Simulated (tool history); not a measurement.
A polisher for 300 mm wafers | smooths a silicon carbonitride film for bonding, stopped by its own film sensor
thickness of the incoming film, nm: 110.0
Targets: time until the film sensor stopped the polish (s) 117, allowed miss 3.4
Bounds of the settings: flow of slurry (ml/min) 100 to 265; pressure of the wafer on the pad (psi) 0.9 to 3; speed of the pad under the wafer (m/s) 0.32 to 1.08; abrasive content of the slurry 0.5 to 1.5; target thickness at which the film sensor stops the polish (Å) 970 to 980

run	hour	flow of slurry (ml/min)	pressure of the wafer on the pad (psi)	speed of the pad under the wafer (m/s)	abrasive content of the slurry	target thickness at which the film sensor stops the polish (Å)	time until the film sensor stopped the polish (s)
1	0	170	1.9	0.7	1	980	63.134
2	8.7	170	1.9	0.7	1	970	69.201
3	9.3	165	1.8	0.7	1	970	73.509
4	17.9	125	1.8	0.7	1	970	78.219
5	19.5	125	1.7	0.7	1	970	82.648
6	22	125	1.6	0.7	1	970	88.559
7	24.7	125	1.5	0.7	1	970	93.303
8	27.2	115	1.3	0.7	1	970	108.78

Which of these 4 next moves meets every target?
A	29.7	145	0.9	0.8	0.95	980	?
B	29.7	100	1	0.76	1.05	980	?
C	29.7	100	1.2	0.72	0.9	970	?
D	29.7	240	1.2	0.58	1.1	970	?

move	time until the film sensor stopped the polish (s)
A	125.86
B	125.7
C	126.61
D	117.84
A: takes the result that was furthest off past its target
B: takes the result that was furthest off past its target
C: takes the result that was furthest off past its target
D: meets every target
The right move is D.

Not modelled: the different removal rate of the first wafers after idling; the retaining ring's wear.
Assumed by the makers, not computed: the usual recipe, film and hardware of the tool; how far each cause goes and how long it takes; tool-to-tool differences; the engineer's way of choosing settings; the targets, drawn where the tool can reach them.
